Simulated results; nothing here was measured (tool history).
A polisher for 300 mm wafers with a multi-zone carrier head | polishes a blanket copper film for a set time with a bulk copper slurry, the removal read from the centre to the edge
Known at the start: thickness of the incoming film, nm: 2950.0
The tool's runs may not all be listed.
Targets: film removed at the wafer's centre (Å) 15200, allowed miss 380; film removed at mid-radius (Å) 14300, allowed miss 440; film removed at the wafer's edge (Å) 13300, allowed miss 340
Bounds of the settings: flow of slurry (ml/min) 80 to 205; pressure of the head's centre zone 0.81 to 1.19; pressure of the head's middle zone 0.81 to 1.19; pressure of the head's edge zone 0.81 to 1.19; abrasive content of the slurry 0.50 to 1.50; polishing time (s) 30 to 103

run	hour	flow of slurry (ml/min)	pressure of the head's centre zone	pressure of the head's middle zone	pressure of the head's edge zone	abrasive content of the slurry	polishing time (s)	film removed at the wafer's centre (Å)	film removed at mid-radius (Å)	film removed at the wafer's edge (Å)
1	0.0	135	1.00	1.00	1.00	1.00	66	11118	11200	11792
2	6.5	145	1.03	1.03	1.01	1.05	66	12075	11612	12166
3	15.1	145	1.00	1.03	1.01	1.05	66	11562	11667	12166
4	17.5	170	1.00	1.03	1.01	1.05	66	12060	12165	12412
5	23.7	170	1.00	1.03	0.93	1.05	66	12120	11863	11821
6	32.5	175	1.02	1.06	0.95	1.05	66	12328	12423	12196
7	41.3	180	1.05	1.08	0.95	1.05	66	12912	12671	11905
# hour 48.0: edge zone pressure recalibrated
8	48.0	185	1.07	1.09	0.98	1.10	66	13233	13017	12078
9	56.4	185	1.08	1.09	1.00	1.15	66	13504	13046	12214

Which of these 4 next moves meets every target?
A	64.8	145	0.93	1.14	0.98	1.35	72	?	?	?
B	64.8	195	1.02	1.12	1.07	1.35	72	?	?	?
C	64.8	170	1.06	1.04	1.06	1.25	75	?	?	?
D	64.8	205	1.08	1.05	0.92	1.45	69	?	?	?

move	film removed at the wafer's centre (Å)	film removed at mid-radius (Å)	film removed at the wafer's edge (Å)
A	12572	14797	13471
B	14659	15375	14498
C	15163	14405	14523
D	15274	14305	13456
A: further off than the last run
B: nearer than the last run, and not there yet
C: brings the result that was furthest off to its target, and leaves another outside
D: meets every target
The right move is D.

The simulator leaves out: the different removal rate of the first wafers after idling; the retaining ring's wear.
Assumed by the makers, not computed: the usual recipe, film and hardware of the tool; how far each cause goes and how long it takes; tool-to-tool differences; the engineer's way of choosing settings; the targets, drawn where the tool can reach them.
